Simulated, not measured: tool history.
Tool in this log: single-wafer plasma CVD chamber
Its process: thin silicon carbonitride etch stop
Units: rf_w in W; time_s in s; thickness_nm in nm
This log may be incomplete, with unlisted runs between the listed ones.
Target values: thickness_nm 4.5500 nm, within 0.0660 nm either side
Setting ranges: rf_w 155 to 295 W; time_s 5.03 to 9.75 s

run,hour,rf_w,time_s,thickness_nm
1,0.0,225,7.39,4.1281
2,6.1,225,6.95,3.9317
3,8.0,225,7.57,4.2514
4,10.8,235,7.60,4.3384
5,18.9,235,6.72,3.8266
# hour 24.7: RF generator calibrated
6,24.7,220,6.72,3.8012
7,32.4,230,7.04,4.0529
8,34.9,245,7.08,4.1697
9,37.6,255,7.10,4.2400

Consider the 5 candidate settings below. Which is the only one whose results all fall within their allowed miss of target?
A,40.3,260,7.39,?
B,40.3,295,7.50,?
C,40.3,265,6.78,?
D,40.3,250,7.88,?
E,40.3,215,8.12,?

move,thickness_nm
A,4.4449
B,4.7204
C,4.1063
D,4.6722
E,4.5508
A: gains on the last run, yet a result remains outside its allowed miss
B: takes the biggest miss from the last run beyond its target
C: misses by more than the last run did
D: takes the biggest miss from the last run beyond its target
E: every result within its allowed miss
So the answer is move E, the one that meets all the targets.
